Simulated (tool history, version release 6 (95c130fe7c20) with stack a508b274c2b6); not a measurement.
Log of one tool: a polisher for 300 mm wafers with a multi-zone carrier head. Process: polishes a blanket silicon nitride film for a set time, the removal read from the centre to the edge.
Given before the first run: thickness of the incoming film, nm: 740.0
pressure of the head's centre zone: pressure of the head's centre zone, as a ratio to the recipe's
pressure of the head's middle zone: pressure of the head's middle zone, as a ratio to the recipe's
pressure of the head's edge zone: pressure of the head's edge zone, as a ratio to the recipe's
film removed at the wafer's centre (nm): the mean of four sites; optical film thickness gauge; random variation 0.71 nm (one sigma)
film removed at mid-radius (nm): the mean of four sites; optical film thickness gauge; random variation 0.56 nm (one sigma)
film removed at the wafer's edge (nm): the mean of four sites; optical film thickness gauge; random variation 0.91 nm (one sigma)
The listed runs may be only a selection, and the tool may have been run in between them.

run,hour,flow of slurry (ml/min),pressure of the head's centre zone,pressure of the head's middle zone,pressure of the head's edge zone,polishing time (s),film removed at the wafer's centre (nm),film removed at mid-radius (nm),film removed at the wafer's edge (nm)
1,0,205,1,1,1,37,45.464,46.065,47.17
2,2.8,205,1.03,1,1,37,46.276,45.28,46.312
3,9.2,210,1.05,0.98,1.04,40,49.699,48.335,50.909
4,11.2,210,1.05,0.98,1.04,35,45.43,42.773,44.959
5,19.1,210,1.05,0.94,1.04,35,45.073,41.198,44.472
6,20.9,215,1.08,0.93,1.07,39,52.103,44.846,50.643
7,23.9,220,1.09,0.94,1.1,41,55.854,47.844,53.851
8,32.7,225,1.09,0.94,1.12,43,56.602,50.632,57.804
9,39.5,230,1.11,0.94,1.14,44,60.949,52.613,59.316

What will run 10 give?
10,48,235,1.11,0.94,1.15,45,?,?,?

Run 10 yielded film removed at the wafer's centre (nm) 63.072, film removed at mid-radius (nm) 53.553, film removed at the wafer's edge (nm) 62.535.
